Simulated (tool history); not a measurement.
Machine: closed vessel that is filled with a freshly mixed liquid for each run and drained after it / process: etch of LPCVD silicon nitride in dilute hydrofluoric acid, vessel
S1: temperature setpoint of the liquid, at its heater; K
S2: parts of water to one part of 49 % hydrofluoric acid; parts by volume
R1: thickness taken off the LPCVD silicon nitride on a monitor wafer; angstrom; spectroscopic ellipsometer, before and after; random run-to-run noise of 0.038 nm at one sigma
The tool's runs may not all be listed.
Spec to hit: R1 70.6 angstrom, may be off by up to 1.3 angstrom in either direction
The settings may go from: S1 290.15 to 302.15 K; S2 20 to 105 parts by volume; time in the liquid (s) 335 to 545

{"run": 1, "day": 0.0, "S1": 294.15, "S2": 55, "time in the liquid (s)": 545, "R1": 48.762}
{"run": 2, "day": 0.075, "S1": 295.65, "S2": 55, "time in the liquid (s)": 545, "R1": 54.038}
{"run": 3, "day": 0.304, "S1": 295.65, "S2": 55, "time in the liquid (s)": 335, "R1": 33.626}
{"run": 4, "day": 0.508, "S1": 297.65, "S2": 55, "time in the liquid (s)": 335, "R1": 38.225}
{"run": 5, "day": 0.867, "S1": 297.65, "S2": 55, "time in the liquid (s)": 335, "R1": 38.517}
{"run": 6, "day": 1.208, "S1": 294.65, "S2": 55, "time in the liquid (s)": 335, "R1": 31.002}
{"run": 7, "day": 1.433, "S1": 296.65, "S2": 50, "time in the liquid (s)": 335, "R1": 38.987}
{"run": 8, "day": 1.65, "S1": 298.15, "S2": 40, "time in the liquid (s)": 355, "R1": 56.757}
{"run": 9, "day": 1.758, "S1": 299.15, "S2": 40, "time in the liquid (s)": 355, "R1": 61.17}
{"run": 10, "day": 2.062, "S1": 300.15, "S2": 40, "time in the liquid (s)": 355, "R1": 64.877}
{"run": 11, "day": 2.217, "S1": 300.65, "S2": 40, "time in the liquid (s)": 355, "R1": 67.487}

5 next moves are on the table. One of them brings every result within its allowed miss. Which?
{"run": "A", "day": 2.371, "S1": 301.15, "S2": 60, "time in the liquid (s)": 520, "R1": "?"}
{"run": "B", "day": 2.371, "S1": 298.15, "S2": 35, "time in the liquid (s)": 335, "R1": "?"}
{"run": "C", "day": 2.371, "S1": 301.15, "S2": 50, "time in the liquid (s)": 465, "R1": "?"}
{"run": "D", "day": 2.371, "S1": 301.65, "S2": 40, "time in the liquid (s)": 335, "R1": "?"}
{"run": "E", "day": 2.371, "S1": 299.15, "S2": 50, "time in the liquid (s)": 515, "R1": "?"}

move=A R1=68.834
move=B R1=61.67
move=C R1=73.699
move=D R1=68.323
move=E R1=71.537
A: an improvement on the last run, though not all results are within tolerance
B: its largest miss is bigger than the last run's
C: moves the result that the last run missed by most past its target, out the other side
D: an improvement on the last run, though not all results are within tolerance
E: every result within its allowed miss
The move that meets every target is E.
